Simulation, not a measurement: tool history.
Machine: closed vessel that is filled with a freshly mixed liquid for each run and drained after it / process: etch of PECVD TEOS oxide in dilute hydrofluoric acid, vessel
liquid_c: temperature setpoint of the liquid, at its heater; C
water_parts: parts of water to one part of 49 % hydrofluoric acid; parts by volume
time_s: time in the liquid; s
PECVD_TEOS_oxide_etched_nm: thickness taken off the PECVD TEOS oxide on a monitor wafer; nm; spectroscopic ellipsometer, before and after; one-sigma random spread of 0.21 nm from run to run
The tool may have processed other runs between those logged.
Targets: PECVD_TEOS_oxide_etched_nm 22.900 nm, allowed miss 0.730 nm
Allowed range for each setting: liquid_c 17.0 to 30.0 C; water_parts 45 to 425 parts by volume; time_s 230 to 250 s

| run | hour | liquid_c | water_parts | time_s | PECVD_TEOS_oxide_etched_nm |
|---|---|---|---|---|---|
| 1 | 0.0 | 22.0 | 235 | 230 | 12.237 |
| 2 | 8.9 | 22.0 | 235 | 230 | 12.175 |
| 3 | 9.8 | 22.0 | 235 | 230 | 11.966 |
| 4 | 11.0 | 22.0 | 195 | 230 | 15.184 |
| 5 | 15.8 | 19.0 | 195 | 230 | 13.400 |
| 6 | 23.0 | 19.0 | 195 | 230 | 13.546 |
| 7 | 29.8 | 21.0 | 190 | 230 | 15.104 |
| 8 | 38.0 | 23.0 | 185 | 230 | 16.662 |
| 9 | 42.8 | 24.5 | 180 | 230 | 18.317 |
| 10 | 45.9 | 25.5 | 180 | 230 | 19.206 |
| 11 | 54.4 | 26.5 | 180 | 230 | 19.771 |
| 12 | 62.0 | 27.0 | 180 | 230 | 20.205 |
| 13 | 65.3 | 27.0 | 180 | 230 | 20.140 |

Consider the 4 candidate settings below. Which is the only one whose results all fall within their allowed miss of target?
| A | 68.6 | 23.5 | 210 | 250 | ? |
| B | 68.6 | 28.5 | 195 | 250 | ? |
| C | 68.6 | 26.0 | 170 | 250 | ? |
| D | 68.6 | 26.0 | 175 | 240 | ? |

| move | PECVD_TEOS_oxide_etched_nm |
|---|---|
| A | 15.784 |
| B | 20.706 |
| C | 22.352 |
| D | 20.724 |
A: moves away from the targets compared with the last run
B: gains on the last run, yet a result remains outside its allowed miss
C: every result lands within tolerance
D: gains on the last run, yet a result remains outside its allowed miss
Move C is the one to make.
